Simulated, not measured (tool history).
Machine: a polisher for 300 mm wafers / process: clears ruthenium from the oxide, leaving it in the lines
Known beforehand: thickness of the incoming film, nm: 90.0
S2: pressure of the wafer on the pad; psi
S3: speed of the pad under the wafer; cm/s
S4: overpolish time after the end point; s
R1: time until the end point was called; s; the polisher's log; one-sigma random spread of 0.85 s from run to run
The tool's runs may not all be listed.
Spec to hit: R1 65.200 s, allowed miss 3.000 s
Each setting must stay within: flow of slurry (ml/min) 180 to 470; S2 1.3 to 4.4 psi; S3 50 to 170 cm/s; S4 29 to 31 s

Run 1, day 0.000: flow of slurry (ml/min) 300, S2 2.8 psi, S3 110 cm/s, S4 29 s. Result: R1 49.558 s.
Run 2, day 0.046: flow of slurry (ml/min) 275, S2 2.8 psi, S3 110 cm/s, S4 29 s. Result: R1 49.633 s.
Run 3, day 0.267: flow of slurry (ml/min) 275, S2 2.6 psi, S3 110 cm/s, S4 29 s. Result: R1 52.590 s.
Run 4, day 0.529: flow of slurry (ml/min) 275, S2 2.6 psi, S3 122 cm/s, S4 29 s. Result: R1 46.283 s.
Run 5, day 0.588: flow of slurry (ml/min) 275, S2 2.4 psi, S3 122 cm/s, S4 29 s. Result: R1 50.077 s.
Run 6, day 0.879: flow of slurry (ml/min) 275, S2 2.0 psi, S3 122 cm/s, S4 29 s. Result: R1 57.137 s.
Run 7, day 0.983: flow of slurry (ml/min) 275, S2 1.9 psi, S3 122 cm/s, S4 29 s. Result: R1 59.442 s.
Run 8, day 1.267: flow of slurry (ml/min) 275, S2 1.8 psi, S3 122 cm/s, S4 29 s. Result: R1 61.858 s.

Which one of the following 5 next-run settings gets every result inside its allowed miss? There is exactly one.
Run A, day 1.550: flow of slurry (ml/min) 220, S2 2.4 psi, S3 114 cm/s, S4 30 s. Result: R1 ?.
Run B, day 1.550: flow of slurry (ml/min) 280, S2 1.9 psi, S3 128 cm/s, S4 31 s. Result: R1 ?.
Run C, day 1.550: flow of slurry (ml/min) 325, S2 1.5 psi, S3 110 cm/s, S4 29 s. Result: R1 ?.
Run D, day 1.550: flow of slurry (ml/min) 255, S2 1.7 psi, S3 110 cm/s, S4 29 s. Result: R1 ?.
Run E, day 1.550: flow of slurry (ml/min) 305, S2 1.7 psi, S3 118 cm/s, S4 31 s. Result: R1 ?.

move      R1
   A  53.818
   B  55.399
   C  73.268
   D  69.320
   E  63.770
A: its largest miss is bigger than the last run's
B: its largest miss is bigger than the last run's
C: carries the result that was furthest off beyond its target, to the other side
D: carries the result that was furthest off beyond its target, to the other side
E: hits every target within its allowed miss
Move E is the one to make.
